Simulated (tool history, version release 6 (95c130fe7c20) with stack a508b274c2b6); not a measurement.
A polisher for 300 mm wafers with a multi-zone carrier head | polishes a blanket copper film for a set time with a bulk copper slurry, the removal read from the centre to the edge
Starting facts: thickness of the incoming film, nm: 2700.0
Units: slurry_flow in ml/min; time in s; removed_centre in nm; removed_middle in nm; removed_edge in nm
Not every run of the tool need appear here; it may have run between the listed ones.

| run | hour | slurry_flow | centre_zone | middle_zone | edge_zone | slurry_solids | time | removed_centre | removed_middle | removed_edge |
|---|---|---|---|---|---|---|---|---|---|---|
| 1 | 0.0 | 200 | 1.00 | 1.00 | 1.00 | 1.0 | 63 | 845.30 | 887.09 | 859.93 |
| 2 | 7.2 | 235 | 1.00 | 1.00 | 1.00 | 1.0 | 63 | 885.49 | 928.05 | 884.75 |
| 3 | 7.9 | 235 | 1.00 | 1.00 | 1.00 | 0.9 | 63 | 845.98 | 884.58 | 856.88 |
| 4 | 12.6 | 230 | 1.02 | 0.99 | 0.96 | 0.8 | 59 | 804.38 | 778.99 | 768.11 |
| 5 | 16.0 | 225 | 1.01 | 1.00 | 0.93 | 0.7 | 57 | 741.14 | 745.27 | 709.67 |
| 6 | 21.2 | 225 | 1.01 | 1.00 | 0.93 | 0.5 | 57 | 675.24 | 661.56 | 641.94 |

Run 7 has not been measured yet. What should we expect?
| 7 | 29.8 | 220 | 1.02 | 1.00 | 0.91 | 0.5 | 56 | ? | ? | ? |

{"run 7": {"removed_centre": 663.85, "removed_middle": 664.84, "removed_edge": 625.7}}
